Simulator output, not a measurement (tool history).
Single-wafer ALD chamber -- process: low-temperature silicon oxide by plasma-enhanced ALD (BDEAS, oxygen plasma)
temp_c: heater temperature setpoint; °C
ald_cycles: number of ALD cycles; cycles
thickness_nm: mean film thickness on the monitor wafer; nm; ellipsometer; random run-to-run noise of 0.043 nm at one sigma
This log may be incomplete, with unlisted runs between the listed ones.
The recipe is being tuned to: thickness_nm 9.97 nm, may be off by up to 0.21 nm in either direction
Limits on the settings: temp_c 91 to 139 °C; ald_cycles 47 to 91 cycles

run,day,temp_c,ald_cycles,thickness_nm
1,0,115,69,11.046
2,0.304,115,68,10.947
3,0.492,115,78,12.751
4,0.838,116,75,12.05
5,0.892,118,73,11.809
6,1.192,118,82,13.173
7,1.442,120,79,12.593
8,1.612,120,79,12.727
9,1.762,120,76,12.138
10,1.962,121,74,11.811
11,2.212,121,72,11.543
12,2.542,121,70,11.197
13,2.583,121,68,10.84
14,2.779,121,67,10.636
15,2.946,122,66,10.53
# day 2.971: thermocouple changed; heater temperature recalibrated
16,2.971,122,65,10.284

Consider the 5 candidate settings below. Which is the only one whose results all fall within their allowed miss of target?
A,2.996,123,68,?
B,2.996,125,64,?
C,2.996,121,67,?
D,2.996,120,68,?
E,2.996,116,65,?

move,thickness_nm
A,10.742
B,10.066
C,10.629
D,10.811
E,10.423
A: the biggest miss grows against the last run
B: meets every target
C: the biggest miss grows against the last run
D: the biggest miss grows against the last run
E: the biggest miss grows against the last run
So the answer is move B, the one that meets all the targets.
